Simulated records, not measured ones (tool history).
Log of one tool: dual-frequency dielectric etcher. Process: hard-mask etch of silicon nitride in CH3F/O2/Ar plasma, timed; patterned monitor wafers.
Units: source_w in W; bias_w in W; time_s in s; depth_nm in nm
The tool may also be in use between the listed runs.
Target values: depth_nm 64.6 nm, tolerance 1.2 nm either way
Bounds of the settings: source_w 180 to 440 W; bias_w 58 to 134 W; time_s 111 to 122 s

| run | day | source_w | bias_w | time_s | depth_nm |
|---|---|---|---|---|---|
| 1 | 0 | 310 | 96 | 122 | 85.766 |
| 2 | 0.283 | 350 | 96 | 122 | 90.212 |
| 3 | 0.45 | 350 | 109 | 122 | 95.276 |
| 4 | 0.804 | 350 | 109 | 111 | 86.493 |
| 5 | 1.062 | 320 | 109 | 111 | 82.915 |
| 6 | 1.342 | 320 | 118 | 111 | 85.752 |
| 7 | 1.371 | 260 | 99 | 111 | 73.556 |
| 8 | 1.633 | 240 | 98 | 111 | 70.741 |
| 9 | 1.904 | 230 | 98 | 111 | 69.36 |
| 10 | 1.938 | 220 | 98 | 111 | 67.887 |

Pick the move, out of 5, that brings all results within their allowed miss; only one does.
| A | 1.971 | 190 | 93 | 111 | ? |
| B | 1.971 | 180 | 87 | 117 | ? |
| C | 1.971 | 180 | 91 | 114.5 | ? |
| D | 1.971 | 200 | 96 | 111 | ? |
| E | 1.971 | 180 | 87 | 115.5 | ? |

| move | depth_nm |
|---|---|
| A | 62.321 |
| B | 62.368 |
| C | 62.166 |
| D | 64.609 |
| E | 61.568 |
A: pushes the last run's worst result past its target
B: pushes the last run's worst result past its target
C: pushes the last run's worst result past its target
D: all results land within tolerance of their targets
E: pushes the last run's worst result past its target
So the answer is move D, the one that meets all the targets.
